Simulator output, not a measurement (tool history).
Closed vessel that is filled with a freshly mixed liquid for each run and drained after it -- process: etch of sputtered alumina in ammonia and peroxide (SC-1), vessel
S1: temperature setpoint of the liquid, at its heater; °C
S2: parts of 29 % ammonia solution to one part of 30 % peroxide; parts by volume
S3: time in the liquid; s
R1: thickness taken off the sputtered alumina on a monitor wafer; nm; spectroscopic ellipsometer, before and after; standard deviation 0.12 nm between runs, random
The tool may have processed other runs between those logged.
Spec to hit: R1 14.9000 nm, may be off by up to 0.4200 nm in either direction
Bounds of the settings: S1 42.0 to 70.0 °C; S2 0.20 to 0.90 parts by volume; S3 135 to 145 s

Run 1, hour 0.0: S1 58.0 °C, S2 0.50 parts by volume, S3 135 s. Result: R1 8.1717 nm.
Run 2, hour 8.9: S1 61.5 °C, S2 0.50 parts by volume, S3 135 s. Result: R1 9.8508 nm.
Run 3, hour 12.8: S1 64.0 °C, S2 0.50 parts by volume, S3 135 s. Result: R1 11.0550 nm.
Run 4, hour 19.0: S1 64.0 °C, S2 0.50 parts by volume, S3 135 s. Result: R1 11.0660 nm.
Run 5, hour 26.9: S1 60.0 °C, S2 0.50 parts by volume, S3 135 s. Result: R1 8.9796 nm.
Run 6, hour 29.1: S1 60.0 °C, S2 0.40 parts by volume, S3 135 s. Result: R1 8.7994 nm.
Run 7, hour 31.6: S1 68.0 °C, S2 0.45 parts by volume, S3 135 s. Result: R1 13.5400 nm.
Run 8, hour 36.9: S1 68.5 °C, S2 0.45 parts by volume, S3 135 s. Result: R1 13.7780 nm.
Run 9, hour 43.2: S1 69.0 °C, S2 0.45 parts by volume, S3 135 s. Result: R1 13.8620 nm.
Run 10, hour 48.4: S1 69.5 °C, S2 0.45 parts by volume, S3 135 s. Result: R1 14.4320 nm.

Below are 5 possible settings for the next run. Only one of them brings all results inside the allowed miss of their targets. Which is it?
Run A, hour 53.6: S1 67.5 °C, S2 0.55 parts by volume, S3 145 s. Result: R1 ?.
Run B, hour 53.6: S1 70.0 °C, S2 0.25 parts by volume, S3 135 s. Result: R1 ?.
Run C, hour 53.6: S1 70.0 °C, S2 0.45 parts by volume, S3 135 s. Result: R1 ?.
Run D, hour 53.6: S1 67.0 °C, S2 0.55 parts by volume, S3 140 s. Result: R1 ?.
Run E, hour 53.6: S1 67.5 °C, S2 0.45 parts by volume, S3 145 s. Result: R1 ?.

move       R1
   A  14.2260
   B  13.8780
   C  14.6690
   D  13.4040
   E  13.9600
A: further off than the last run
B: further off than the last run
C: every result lands within tolerance
D: further off than the last run
E: further off than the last run
C is the move that brings every result within its allowed miss.
